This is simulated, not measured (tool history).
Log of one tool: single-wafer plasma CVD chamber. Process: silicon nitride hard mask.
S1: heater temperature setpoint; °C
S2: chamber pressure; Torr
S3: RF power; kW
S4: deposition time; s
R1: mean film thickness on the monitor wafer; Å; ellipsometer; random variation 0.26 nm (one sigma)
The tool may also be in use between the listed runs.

{"run": 1, "hour": 0.0, "S1": 420, "S2": 1.11, "S3": 0.375, "S4": 50.5, "R1": 559.02}
{"run": 2, "hour": 9.0, "S1": 420, "S2": 1.11, "S3": 0.4, "S4": 50.5, "R1": 595.3}
{"run": 3, "hour": 10.4, "S1": 420, "S2": 1.11, "S3": 0.43, "S4": 50.5, "R1": 628.28}
{"run": 4, "hour": 15.0, "S1": 420, "S2": 1.02, "S3": 0.41, "S4": 50.5, "R1": 592.91}
{"run": 5, "hour": 22.8, "S1": 420, "S2": 1.02, "S3": 0.41, "S4": 50.5, "R1": 591.43}
{"run": 6, "hour": 25.3, "S1": 420, "S2": 0.96, "S3": 0.39, "S4": 50.5, "R1": 560.45}
{"run": 7, "hour": 28.5, "S1": 420, "S2": 0.91, "S3": 0.375, "S4": 50.5, "R1": 534.89}
{"run": 8, "hour": 29.7, "S1": 420, "S2": 0.91, "S3": 0.375, "S4": 50.5, "R1": 531.97}
{"run": 9, "hour": 38.5, "S1": 420, "S2": 0.87, "S3": 0.365, "S4": 50.5, "R1": 516.53}
{"run": 10, "hour": 45.1, "S1": 420, "S2": 0.83, "S3": 0.36, "S4": 50.5, "R1": 506.29}
{"run": 11, "hour": 46.4, "S1": 420, "S2": 0.8, "S3": 0.355, "S4": 50.5, "R1": 491.45}
{"run": 12, "hour": 47.2, "S1": 420, "S2": 0.78, "S3": 0.355, "S4": 50.5, "R1": 497.24}

Run 13 comes next. What will it give?
{"run": 13, "hour": 48.8, "S1": 420, "S2": 0.76, "S3": 0.35, "S4": 50.5, "R1": "?"}

R1: 483.06 Å
